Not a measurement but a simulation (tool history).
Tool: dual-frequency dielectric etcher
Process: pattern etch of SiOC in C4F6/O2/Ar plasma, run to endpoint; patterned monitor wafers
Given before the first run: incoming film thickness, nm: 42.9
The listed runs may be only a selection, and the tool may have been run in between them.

run  hour  bias power (kW)  source power (kW)  endpoint time (s)
  1     0            0.413               0.35             16.574
  2   7.1            0.342               0.35             17.395
  3  11.4            0.293               0.35             18.303
  4  17.1            0.293               0.32             19.068
  5  20.7            0.333               0.32             18.207
  6  24.7            0.269               0.32             19.443
  7  30.4            0.362               0.35             17.077

Run 8 is up next; what results do you expect?
  8    39            0.425               0.36                  ?

endpoint time (s): 16.124

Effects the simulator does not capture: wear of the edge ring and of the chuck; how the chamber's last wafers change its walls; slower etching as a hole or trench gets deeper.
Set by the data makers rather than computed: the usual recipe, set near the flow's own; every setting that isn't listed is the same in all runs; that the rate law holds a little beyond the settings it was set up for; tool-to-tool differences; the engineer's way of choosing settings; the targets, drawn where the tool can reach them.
